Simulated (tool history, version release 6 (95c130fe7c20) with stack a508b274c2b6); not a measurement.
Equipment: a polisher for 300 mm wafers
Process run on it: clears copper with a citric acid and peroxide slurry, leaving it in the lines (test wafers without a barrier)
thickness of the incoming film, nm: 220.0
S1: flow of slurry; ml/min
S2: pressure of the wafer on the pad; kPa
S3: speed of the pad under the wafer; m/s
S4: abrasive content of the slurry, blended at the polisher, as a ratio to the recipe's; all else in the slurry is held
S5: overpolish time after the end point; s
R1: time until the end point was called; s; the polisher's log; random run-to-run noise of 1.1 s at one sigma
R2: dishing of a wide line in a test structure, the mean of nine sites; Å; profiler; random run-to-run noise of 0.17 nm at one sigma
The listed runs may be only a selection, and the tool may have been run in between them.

run,hour,S1,S2,S3,S4,S5,R1,R2
1,0,150,20.7,0.82,1,14,123.7,182.32
2,8.8,125,20.7,0.82,1,14,129.09,173.14
3,10.2,125,20.7,0.82,1.05,14,126.75,177.05
4,14.8,105,20.7,0.82,1.05,14,132.22,171.11
5,19.8,105,20.7,0.82,1.05,18,133.9,219.07
6,25.4,135,20.7,0.82,1.05,18,125.03,231.31
7,31,135,20.7,0.82,1.05,17,125.69,218.4
8,39.5,135,20.7,0.82,1.05,16,127.18,201.74
9,44.1,135,20.7,0.82,1.05,15,125.88,196.17

What does the tool deliver on the next run?
10,49.1,135,20.7,0.82,1,15,?,?

{"run 10": {"R1": 126.71, "R2": 192.34}}

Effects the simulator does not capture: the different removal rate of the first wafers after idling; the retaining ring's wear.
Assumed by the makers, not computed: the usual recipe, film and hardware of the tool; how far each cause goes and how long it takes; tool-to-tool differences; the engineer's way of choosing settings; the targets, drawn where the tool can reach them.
